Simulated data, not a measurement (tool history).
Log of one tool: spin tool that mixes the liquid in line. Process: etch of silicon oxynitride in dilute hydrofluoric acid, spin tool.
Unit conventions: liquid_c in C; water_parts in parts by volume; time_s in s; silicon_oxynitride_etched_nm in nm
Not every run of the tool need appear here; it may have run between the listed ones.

run  hour  liquid_c  water_parts  time_s  silicon_oxynitride_etched_nm
  1     0        22          225      90                       0.69986
  2     6        20          225      90                         0.611
  3   7.9      21.5          215      90                       0.71859
  4  11.5      21.5          215      90                       0.70919
  5  18.7      21.5          285      90                       0.52454
  6  19.8      22.5          265      90                       0.57653
  7  20.8      23.5          245      90                       0.67209
  8  23.9        24          230      90                        0.7564
  9  25.1      24.5          220      90                       0.77905
 10  28.5        25          205      90                        0.8741
 11  31.9      25.5          200      90                       0.91583
 12  37.7        26          195      90                        1.0152
 13  44.4      26.5          195      90                        1.0229
 14  45.9        27          195      90                        1.0532

Run 15 has not been measured yet. What should we expect?
 15  53.8      27.5          195      90                             ?

{"run 15": {"silicon_oxynitride_etched_nm": 1.0878}}
